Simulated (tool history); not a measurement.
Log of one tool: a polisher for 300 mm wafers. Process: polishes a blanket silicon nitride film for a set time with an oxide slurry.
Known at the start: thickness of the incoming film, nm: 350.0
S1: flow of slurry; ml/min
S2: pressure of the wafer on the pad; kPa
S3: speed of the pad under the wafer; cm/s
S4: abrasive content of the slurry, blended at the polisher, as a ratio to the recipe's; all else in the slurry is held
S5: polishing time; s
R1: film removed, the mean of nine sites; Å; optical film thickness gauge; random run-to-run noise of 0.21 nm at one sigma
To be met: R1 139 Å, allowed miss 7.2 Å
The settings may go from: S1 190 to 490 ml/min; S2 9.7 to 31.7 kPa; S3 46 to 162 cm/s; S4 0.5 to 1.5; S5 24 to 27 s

run 1 hour=0 | S1=315 S2=20.7 S3=104 S4=1 S5=27 | R1=171.97
run 2 hour=2.2 | S1=315 S2=25.5 S3=104 S4=1 S5=27 | R1=216.69
run 3 hour=6.5 | S1=315 S2=25.5 S3=104 S4=1 S5=24 | R1=190.7
run 4 hour=11.8 | S1=315 S2=23.4 S3=104 S4=1 S5=24 | R1=172.14
run 5 hour=14.1 | S1=315 S2=22.8 S3=104 S4=1 S5=24 | R1=171.16
run 6 hour=18.6 | S1=315 S2=22.8 S3=114 S4=1 S5=24 | R1=177.95
run 7 hour=22.6 | S1=315 S2=22.1 S3=114 S4=1 S5=24 | R1=173.61
run 8 hour=26.6 | S1=315 S2=21.4 S3=114 S4=1 S5=24 | R1=166.95

Of the 5 settings listed for the next run, only one would bring every result within its allowed miss of target. Which one?
run A hour=30.6 | S1=475 S2=25.5 S3=120 S4=0.8 S5=25 | R1=?
run B hour=30.6 | S1=375 S2=24.1 S3=116 S4=0.9 S5=25 | R1=?
run C hour=30.6 | S1=350 S2=17.2 S3=106 S4=0.95 S5=24 | R1=?
run D hour=30.6 | S1=190 S2=20 S3=108 S4=0.9 S5=24 | R1=?
run E hour=30.6 | S1=350 S2=20.7 S3=108 S4=1.1 S5=24 | R1=?

move=A R1=203.85
move=B R1=195.45
move=C R1=129.99
move=D R1=137.7
move=E R1=166.38
A: lands further from the targets than the last run did
B: lands further from the targets than the last run did
C: the result that was furthest off in the last run now lies on the other side of its target
D: each result inside its tolerance
E: neither nearer nor further off than the last run
Correct choice: D, which meets every target
